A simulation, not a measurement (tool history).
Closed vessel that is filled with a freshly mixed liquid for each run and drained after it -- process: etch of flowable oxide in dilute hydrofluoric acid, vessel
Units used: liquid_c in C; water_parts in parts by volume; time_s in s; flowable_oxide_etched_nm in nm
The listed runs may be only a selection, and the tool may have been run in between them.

| run | hour | liquid_c | water_parts | time_s | flowable_oxide_etched_nm |
|---|---|---|---|---|---|
| 1 | 0 | 20 | 55 | 85 | 73.57 |
| 2 | 8 | 20 | 75 | 85 | 52.781 |
| 3 | 10.1 | 21 | 75 | 85 | 54.158 |
| 4 | 16.6 | 22 | 65 | 85 | 67.331 |
| 5 | 18.3 | 22 | 60 | 85 | 72.672 |
| 6 | 20 | 22 | 40 | 85 | 112.85 |
| 7 | 28.3 | 22 | 40 | 85 | 111.71 |
| 8 | 34.7 | 26 | 20 | 85 | 269.42 |
| 9 | 43 | 25.5 | 20 | 85 | 265.62 |
| 10 | 45.5 | 25 | 20 | 85 | 261.7 |
| 11 | 51.2 | 24.5 | 20 | 85 | 257.71 |
| 12 | 57.6 | 24.5 | 20 | 85 | 255.91 |
| 13 | 64.8 | 24 | 20 | 85 | 248.43 |
| 14 | 73.4 | 23.5 | 20 | 85 | 244.82 |
| 15 | 77 | 23 | 20 | 85 | 240.26 |
| 16 | 78.2 | 22.5 | 20 | 85 | 234.57 |
| 17 | 79.1 | 22 | 20 | 85 | 230.31 |
| 18 | 82.3 | 21.5 | 20 | 85 | 225.59 |
| 19 | 89.6 | 21 | 20 | 85 | 219.46 |

Estimate the outcome of run 20 from the log above:
| 20 | 93.2 | 20.5 | 20 | 85 | ? |

Run 20 came out at flowable_oxide_etched_nm 214.48 nm.

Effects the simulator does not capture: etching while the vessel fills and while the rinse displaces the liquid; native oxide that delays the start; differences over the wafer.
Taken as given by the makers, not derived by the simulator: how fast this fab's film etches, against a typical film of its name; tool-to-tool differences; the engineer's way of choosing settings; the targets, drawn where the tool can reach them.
